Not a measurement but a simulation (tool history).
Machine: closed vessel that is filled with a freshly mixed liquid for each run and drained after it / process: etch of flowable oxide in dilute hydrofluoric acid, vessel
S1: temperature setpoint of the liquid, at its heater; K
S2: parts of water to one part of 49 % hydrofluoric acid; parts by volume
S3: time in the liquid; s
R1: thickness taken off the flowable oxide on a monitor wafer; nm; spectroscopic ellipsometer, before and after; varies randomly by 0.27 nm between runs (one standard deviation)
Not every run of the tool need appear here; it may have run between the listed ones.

run	hour	S1	S2	S3	R1
1	0	297.15	50	105	143.6
2	3.2	297.15	35	105	211.34
3	5.5	297.15	35	105	210.88
4	13.7	297.15	35	110	219.97
5	21.2	297.15	35	110	219.64
6	29.8	297.15	50	110	151.02
7	31.2	293.15	65	110	95.979

Estimate the outcome of run 8 from the log above:
8	39.1	292.65	65	110	?

R1: 94.638 nm

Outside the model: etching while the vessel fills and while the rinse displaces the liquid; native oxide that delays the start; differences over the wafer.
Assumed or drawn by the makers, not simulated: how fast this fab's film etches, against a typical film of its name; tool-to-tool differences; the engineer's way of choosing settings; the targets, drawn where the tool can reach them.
